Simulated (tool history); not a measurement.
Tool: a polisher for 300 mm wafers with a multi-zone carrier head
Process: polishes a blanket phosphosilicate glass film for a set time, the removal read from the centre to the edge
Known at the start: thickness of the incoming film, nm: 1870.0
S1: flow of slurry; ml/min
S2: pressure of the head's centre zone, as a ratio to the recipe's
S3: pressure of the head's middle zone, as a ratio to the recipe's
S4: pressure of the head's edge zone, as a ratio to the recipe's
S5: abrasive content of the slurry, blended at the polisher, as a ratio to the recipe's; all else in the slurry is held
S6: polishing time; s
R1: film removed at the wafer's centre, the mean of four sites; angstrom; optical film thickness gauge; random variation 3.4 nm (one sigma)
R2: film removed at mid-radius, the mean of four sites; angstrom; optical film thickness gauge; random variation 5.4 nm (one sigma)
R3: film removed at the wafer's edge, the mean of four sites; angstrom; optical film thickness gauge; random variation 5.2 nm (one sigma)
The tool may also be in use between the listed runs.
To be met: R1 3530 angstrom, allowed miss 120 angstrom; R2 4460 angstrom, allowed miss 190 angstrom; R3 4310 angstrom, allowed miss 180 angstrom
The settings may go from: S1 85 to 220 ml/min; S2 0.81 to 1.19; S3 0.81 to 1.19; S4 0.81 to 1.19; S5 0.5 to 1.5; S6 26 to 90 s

Run 1, hour 0: S1 140 ml/min, S2 1, S3 1, S4 1, S5 1, S6 58 s. Result: R1 6487.7 angstrom, R2 6432.2 angstrom, R3 6451.6 angstrom.
Run 2, hour 2.5: S1 140 ml/min, S2 1, S3 1, S4 1, S5 0.9, S6 58 s. Result: R1 6219.7 angstrom, R2 5988.8 angstrom, R3 6066.1 angstrom.
Run 3, hour 6.7: S1 130 ml/min, S2 0.96, S3 1.03, S4 1.01, S5 0.8, S6 57 s. Result: R1 5362.5 angstrom, R2 5718 angstrom, R3 5640.2 angstrom.
Run 4, hour 15.7: S1 125 ml/min, S2 0.93, S3 1.03, S4 1, S5 0.75, S6 56 s. Result: R1 4809.9 angstrom, R2 5333.2 angstrom, R3 5321.3 angstrom.
Run 5, hour 22.9: S1 100 ml/min, S2 0.93, S3 1.03, S4 1, S5 0.75, S6 56 s. Result: R1 4768.1 angstrom, R2 5173.5 angstrom, R3 5207.3 angstrom.
Run 6, hour 25.3: S1 100 ml/min, S2 0.93, S3 1.03, S4 1, S5 0.85, S6 56 s. Result: R1 5114.6 angstrom, R2 5730.4 angstrom, R3 5653.9 angstrom.
Run 7, hour 30.3: S1 100 ml/min, S2 0.91, S3 1.03, S4 0.98, S5 0.8, S6 56 s. Result: R1 4779.1 angstrom, R2 5341.9 angstrom, R3 5308.3 angstrom.
Run 8, hour 38.7: S1 85 ml/min, S2 0.81, S3 1.11, S4 0.96, S5 0.55, S6 54 s. Result: R1 3179.3 angstrom, R2 4286.8 angstrom, R3 3934.3 angstrom.

4 next moves are on the table. One of them brings every result within its allowed miss. Which?
Run A, hour 47.1: S1 85 ml/min, S2 0.84, S3 1.09, S4 1.01, S5 0.5, S6 61 s. Result: R1 ?, R2 ?, R3 ?.
Run B, hour 47.1: S1 85 ml/min, S2 0.82, S3 1.15, S4 0.92, S5 0.65, S6 49 s. Result: R1 ?, R2 ?, R3 ?.
Run C, hour 47.1: S1 130 ml/min, S2 0.96, S3 1.14, S4 0.94, S5 0.55, S6 52 s. Result: R1 ?, R2 ?, R3 ?.
Run D, hour 47.1: S1 95 ml/min, S2 0.96, S3 1.02, S4 0.9, S5 0.55, S6 53 s. Result: R1 ?, R2 ?, R3 ?.

move      R1      R2      R3
   A  3494.4  4419.1  4192.6
   B  3293.6  4467.8  3868.9
   C  3901.3  4440.8  3850.8
   D  3788.8  3948.9  3742.2
A: meets every target
B: nearer than the last run, and not there yet
C: takes the result that was furthest off past its target
D: takes the result that was furthest off past its target
Move A is the one to make.

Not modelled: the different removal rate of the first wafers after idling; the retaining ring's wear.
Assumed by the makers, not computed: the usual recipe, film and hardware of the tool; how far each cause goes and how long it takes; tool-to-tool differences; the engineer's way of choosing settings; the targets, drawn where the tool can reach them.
